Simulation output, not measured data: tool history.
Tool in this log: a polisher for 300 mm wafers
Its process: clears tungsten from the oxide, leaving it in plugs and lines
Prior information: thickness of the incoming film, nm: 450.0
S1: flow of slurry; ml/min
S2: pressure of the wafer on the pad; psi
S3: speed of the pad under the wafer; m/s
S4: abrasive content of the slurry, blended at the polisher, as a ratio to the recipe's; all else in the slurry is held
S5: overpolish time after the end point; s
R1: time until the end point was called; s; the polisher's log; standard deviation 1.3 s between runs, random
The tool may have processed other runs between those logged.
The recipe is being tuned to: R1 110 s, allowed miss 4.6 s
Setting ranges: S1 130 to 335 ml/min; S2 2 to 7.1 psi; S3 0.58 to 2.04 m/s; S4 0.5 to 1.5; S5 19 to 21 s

run 1 hour=0 | S1=215 S2=4.5 S3=1.3 S4=1 S5=19 | R1=65.745
run 2 hour=5.8 | S1=215 S2=4.1 S3=1.3 S4=1 S5=19 | R1=71.922
run 3 hour=13.1 | S1=215 S2=3.8 S3=1.3 S4=1 S5=19 | R1=78.096
run 4 hour=15.1 | S1=215 S2=3.6 S3=1.3 S4=1 S5=19 | R1=82.031
run 5 hour=24.1 | S1=215 S2=3.4 S3=1.3 S4=1 S5=19 | R1=88.201
run 6 hour=32.9 | S1=215 S2=3.4 S3=1.3 S4=1.15 S5=19 | R1=82.93
run 7 hour=33.8 | S1=215 S2=3.2 S3=1.3 S4=1.15 S5=19 | R1=89.475
run 8 hour=41.7 | S1=215 S2=3.1 S3=1.3 S4=1.15 S5=19 | R1=92.856
run 9 hour=45.9 | S1=215 S2=3 S3=1.3 S4=1.15 S5=19 | R1=92.557
run 10 hour=48.6 | S1=215 S2=2.9 S3=1.3 S4=1.15 S5=19 | R1=99.289
run 11 hour=51.4 | S1=215 S2=2.8 S3=1.3 S4=1.15 S5=19 | R1=100.81

Next run, 5 choices. One meets every target within its allowed miss, the rest don't. Which?
run A hour=54.2 | S1=210 S2=2.7 S3=1.36 S4=1.2 S5=19 | R1=?
run B hour=54.2 | S1=180 S2=3.8 S3=0.66 S4=1.45 S5=19 | R1=?
run C hour=54.2 | S1=235 S2=3.1 S3=1.32 S4=1.25 S5=20 | R1=?
run D hour=54.2 | S1=255 S2=2.7 S3=1.3 S4=0.9 S5=19 | R1=?
run E hour=54.2 | S1=210 S2=2.5 S3=1.54 S4=1.05 S5=21 | R1=?

move=A R1=99.769
move=B R1=102.72
move=C R1=87.336
move=D R1=109.7
move=E R1=102.78
A: moves away from the targets compared with the last run
B: better than the last run, though not everything is in spec
C: moves away from the targets compared with the last run
D: every result lands within tolerance
E: better than the last run, though not everything is in spec
Correct choice: D, which meets every target
